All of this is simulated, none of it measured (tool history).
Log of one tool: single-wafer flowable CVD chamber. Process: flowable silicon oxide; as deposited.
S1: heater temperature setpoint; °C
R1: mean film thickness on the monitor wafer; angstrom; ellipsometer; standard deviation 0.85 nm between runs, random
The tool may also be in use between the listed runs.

{"run": 1, "day": 0.0, "S1": 95, "chamber pressure (Pa)": 143, "RF power (kW)": 1.805, "deposition time (s)": 245, "R1": 2308.3}
{"run": 2, "day": 0.058, "S1": 95, "chamber pressure (Pa)": 143, "RF power (kW)": 1.805, "deposition time (s)": 234, "R1": 2202.4}
{"run": 3, "day": 0.258, "S1": 97, "chamber pressure (Pa)": 143, "RF power (kW)": 1.805, "deposition time (s)": 234, "R1": 2059.7}
{"run": 4, "day": 0.608, "S1": 97, "chamber pressure (Pa)": 143, "RF power (kW)": 1.805, "deposition time (s)": 234, "R1": 2050.4}
{"run": 5, "day": 0.783, "S1": 97, "chamber pressure (Pa)": 143, "RF power (kW)": 1.62, "deposition time (s)": 234, "R1": 1995.4}
{"run": 6, "day": 1.067, "S1": 90, "chamber pressure (Pa)": 143, "RF power (kW)": 1.62, "deposition time (s)": 234, "R1": 2584.8}
{"run": 7, "day": 1.246, "S1": 90, "chamber pressure (Pa)": 143, "RF power (kW)": 1.62, "deposition time (s)": 234, "R1": 2592.3}

Estimate the outcome of run 8 from the log above:
{"run": 8, "day": 1.367, "S1": 93, "chamber pressure (Pa)": 143, "RF power (kW)": 1.62, "deposition time (s)": 234, "R1": "?"}

Run 8 came out at R1 2338.7 angstrom.

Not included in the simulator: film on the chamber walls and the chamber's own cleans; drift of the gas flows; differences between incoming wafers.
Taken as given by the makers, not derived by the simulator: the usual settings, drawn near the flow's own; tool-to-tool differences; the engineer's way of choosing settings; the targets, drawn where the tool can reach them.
